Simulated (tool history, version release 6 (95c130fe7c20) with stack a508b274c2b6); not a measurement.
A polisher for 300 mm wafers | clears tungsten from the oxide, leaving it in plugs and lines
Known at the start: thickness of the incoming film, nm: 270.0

run	day	flow of slurry (ml/min)	pressure of the wafer on the pad (psi)	speed of the pad under the wafer (cm/s)	abrasive content of the slurry	overpolish time after the end point (s)	time until the end point was called (s)
1	0	160	3.6	124	1	29	54.532
2	0.133	160	4.5	124	1	29	46.833
3	0.25	160	4.8	128	1	29	42.236
4	0.592	160	4	128	1	29	48.109
5	0.646	160	4.3	128	1	29	46.594
6	0.692	160	4.3	128	1	29	46.616

Forecast run 7:
7	1.004	160	5.3	134	1	29	?

Run 7 gave time until the end point was called (s) 38.215.

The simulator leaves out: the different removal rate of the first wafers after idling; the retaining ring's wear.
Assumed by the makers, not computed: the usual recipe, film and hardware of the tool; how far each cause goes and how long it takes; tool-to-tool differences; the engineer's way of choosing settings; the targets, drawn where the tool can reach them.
